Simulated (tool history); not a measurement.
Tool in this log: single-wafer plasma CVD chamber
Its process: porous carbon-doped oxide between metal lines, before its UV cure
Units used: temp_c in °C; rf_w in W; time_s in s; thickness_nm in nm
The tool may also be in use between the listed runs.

run,hour,temp_c,rf_w,time_s,thickness_nm
1,0.0,300,500,18.5,94.576
2,5.0,294,500,18.5,98.229
3,9.8,296,495,18.5,96.481
4,12.1,305,495,18.5,91.518
5,19.9,306,495,18.5,90.397
6,22.7,307,495,18.5,89.994
7,31.5,308,495,18.5,89.562
8,40.5,309,495,18.5,88.852

The next listed run, before its measurement:
9,42.9,310,495,18.5,?

{"run 9": {"thickness_nm": 88.349}}

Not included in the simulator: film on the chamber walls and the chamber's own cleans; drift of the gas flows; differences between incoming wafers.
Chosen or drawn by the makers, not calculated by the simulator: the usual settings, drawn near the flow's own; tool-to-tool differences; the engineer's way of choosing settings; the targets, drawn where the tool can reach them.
